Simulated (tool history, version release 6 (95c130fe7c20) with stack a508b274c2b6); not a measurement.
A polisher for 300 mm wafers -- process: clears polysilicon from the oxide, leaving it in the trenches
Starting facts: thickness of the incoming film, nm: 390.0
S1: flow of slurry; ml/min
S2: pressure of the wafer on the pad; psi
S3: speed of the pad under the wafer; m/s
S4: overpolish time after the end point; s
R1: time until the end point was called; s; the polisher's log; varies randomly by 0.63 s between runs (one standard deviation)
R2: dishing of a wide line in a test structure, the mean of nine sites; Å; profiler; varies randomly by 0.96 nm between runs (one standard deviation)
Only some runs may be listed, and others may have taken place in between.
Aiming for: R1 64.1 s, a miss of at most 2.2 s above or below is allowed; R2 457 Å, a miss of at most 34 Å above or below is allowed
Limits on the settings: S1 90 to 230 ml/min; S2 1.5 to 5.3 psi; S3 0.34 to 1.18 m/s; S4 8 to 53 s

run	hour	S1	S2	S3	S4	R1	R2
1	0	150	3.4	0.76	27	33.868	469.88
2	2.3	150	2.9	0.76	27	38.784	465.29
3	5.7	150	3.3	0.76	27	34.359	488.52
4	10.2	150	3	0.76	27	36.971	468.3
5	11.4	145	2.8	0.74	28	41.793	464.61
6	19.1	140	2.6	0.74	29	45.029	463.22
7	21.8	135	2.5	0.74	30	47.262	481.66
8	26.4	135	2.3	0.74	28	50.373	480.81
9	32.3	140	2.2	0.74	29	51.816	479.97
10	33	140	2.1	0.74	27	55.477	449.4
11	35	135	2	0.74	27	57.266	471.88
12	42.5	135	1.9	0.74	26	59.937	464.54
13	43.1	135	1.9	0.74	25	60.775	464.88
14	44.8	125	1.7	0.74	22	67.483	430.7
15	46.4	125	1.7	0.74	23	67.138	426.67
16	47.7	130	1.7	0.74	24	67.956	446.68
17	50.2	140	1.7	0.74	25	66.143	438.83
18	53.7	135	1.7	0.74	26	67.03	445.28

Pick the move, out of 4, that brings all results within their allowed miss; only one does.
A	57.2	140	1.7	0.72	15	?	?
B	57.2	95	2	0.68	27	?	?
C	57.2	110	1.8	0.7	48	?	?
D	57.2	140	1.5	0.8	22	?	?

move	R1	R2
A	68.94	393.72
B	64.969	456.76
C	68.885	470.54
D	72.3	433.76
A: lands further from the targets than the last run did
B: every result within its allowed miss
C: lands further from the targets than the last run did
D: lands further from the targets than the last run did
B meets every target.

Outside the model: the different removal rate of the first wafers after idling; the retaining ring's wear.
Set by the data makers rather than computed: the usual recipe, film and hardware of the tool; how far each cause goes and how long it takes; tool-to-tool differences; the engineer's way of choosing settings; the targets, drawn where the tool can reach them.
